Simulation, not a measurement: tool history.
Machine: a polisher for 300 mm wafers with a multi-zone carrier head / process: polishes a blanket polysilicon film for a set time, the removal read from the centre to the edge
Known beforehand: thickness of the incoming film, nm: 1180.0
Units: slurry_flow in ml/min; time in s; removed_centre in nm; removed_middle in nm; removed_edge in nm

Run 1, hour 0: slurry_flow 235 ml/min, centre_zone 1, middle_zone 1, edge_zone 1, time 56 s. Result: removed_centre 418.54 nm, removed_middle 417.01 nm, removed_edge 429.72 nm.
Run 2, hour 7.4: slurry_flow 230 ml/min, centre_zone 0.99, middle_zone 0.96, edge_zone 0.96, time 53 s. Result: removed_centre 394.42 nm, removed_middle 388.88 nm, removed_edge 400.98 nm.
Run 3, hour 16.4: slurry_flow 255 ml/min, centre_zone 0.99, middle_zone 0.96, edge_zone 0.96, time 53 s. Result: removed_centre 400.08 nm, removed_middle 392.65 nm, removed_edge 396.65 nm.
Run 4, hour 23.5: slurry_flow 255 ml/min, centre_zone 0.98, middle_zone 0.93, edge_zone 0.95, time 50 s. Result: removed_centre 371.56 nm, removed_middle 357.15 nm, removed_edge 377.88 nm.
Run 5, hour 27.9: slurry_flow 260 ml/min, centre_zone 0.97, middle_zone 0.91, edge_zone 0.93, time 48 s. Result: removed_centre 351.77 nm, removed_middle 344.89 nm, removed_edge 357.36 nm.
Run 6, hour 36.3: slurry_flow 260 ml/min, centre_zone 0.97, middle_zone 0.91, edge_zone 0.98, time 48 s. Result: removed_centre 353.99 nm, removed_middle 342.95 nm, removed_edge 375.51 nm.
Run 7, hour 37.3: slurry_flow 255 ml/min, centre_zone 0.97, middle_zone 0.89, edge_zone 0.95, time 47 s. Result: removed_centre 344.04 nm, removed_middle 325.71 nm, removed_edge 355.73 nm.
Run 8, hour 39.6: slurry_flow 240 ml/min, centre_zone 0.97, middle_zone 0.88, edge_zone 0.93, time 47 s. Result: removed_centre 342.5 nm, removed_middle 319.79 nm, removed_edge 347.97 nm.
Run 9, hour 47.3: slurry_flow 225 ml/min, centre_zone 0.96, middle_zone 0.87, edge_zone 0.92, time 47 s. Result: removed_centre 332.49 nm, removed_middle 315.66 nm, removed_edge 344.52 nm.
Run 10, hour 48.8: slurry_flow 215 ml/min, centre_zone 0.96, middle_zone 0.86, edge_zone 0.91, time 47 s. Result: removed_centre 330.91 nm, removed_middle 307.69 nm, removed_edge 344.17 nm.

Predict the results of run 11:
Run 11, hour 55.1: slurry_flow 215 ml/min, centre_zone 0.96, middle_zone 0.86, edge_zone 0.91, time 47 s. Result: removed_centre ?, removed_middle ?, removed_edge ?.

removed_centre: 330.78 nm
removed_middle: 312.2 nm
removed_edge: 351.31 nm
